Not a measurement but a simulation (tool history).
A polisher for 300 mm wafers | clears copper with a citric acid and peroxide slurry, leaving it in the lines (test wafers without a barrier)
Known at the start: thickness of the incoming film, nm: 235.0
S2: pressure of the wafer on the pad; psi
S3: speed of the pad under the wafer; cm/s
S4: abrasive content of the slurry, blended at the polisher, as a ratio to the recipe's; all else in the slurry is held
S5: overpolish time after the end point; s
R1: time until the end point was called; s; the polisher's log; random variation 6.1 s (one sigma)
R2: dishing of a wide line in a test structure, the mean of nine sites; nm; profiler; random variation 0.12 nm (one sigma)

run 1 day=0 | flow_of_slurry_(ml/min)=190 S2=3.5 S3=82 S4=1 S5=14 | R1=113.74 R2=15.958
run 2 day=0.354 | flow_of_slurry_(ml/min)=190 S2=3.5 S3=82 S4=0.8 S5=14 | R1=122.31 R2=14.583
run 3 day=0.396 | flow_of_slurry_(ml/min)=190 S2=3.5 S3=82 S4=0.8 S5=9 | R1=120.24 R2=10.66
run 4 day=0.688 | flow_of_slurry_(ml/min)=190 S2=3.1 S3=74 S4=0.8 S5=9 | R1=149.31 R2=8.5923
run 5 day=0.829 | flow_of_slurry_(ml/min)=190 S2=2.5 S3=74 S4=0.8 S5=9 | R1=179.35 R2=7.1436
run 6 day=1.146 | flow_of_slurry_(ml/min)=190 S2=2.5 S3=64 S4=0.8 S5=9 | R1=206.65 R2=6.8241
run 7 day=1.229 | flow_of_slurry_(ml/min)=190 S2=2.3 S3=60 S4=0.8 S5=9 | R1=226.74 R2=6.2134
run 8 day=1.462 | flow_of_slurry_(ml/min)=190 S2=2.2 S3=56 S4=0.8 S5=9 | R1=251.58 R2=5.7522
run 9 day=1.638 | flow_of_slurry_(ml/min)=190 S2=2.1 S3=54 S4=0.8 S5=9 | R1=261.11 R2=5.4348
run 10 day=1.692 | flow_of_slurry_(ml/min)=190 S2=2 S3=52 S4=0.8 S5=10 | R1=289.16 R2=5.4924

The next listed run, before its measurement:
run 11 day=1.829 | flow_of_slurry_(ml/min)=190 S2=1.9 S3=52 S4=0.8 S5=10 | R1=? R2=?

Run 11 gave R1 300.29 s, R2 5.3119 nm.

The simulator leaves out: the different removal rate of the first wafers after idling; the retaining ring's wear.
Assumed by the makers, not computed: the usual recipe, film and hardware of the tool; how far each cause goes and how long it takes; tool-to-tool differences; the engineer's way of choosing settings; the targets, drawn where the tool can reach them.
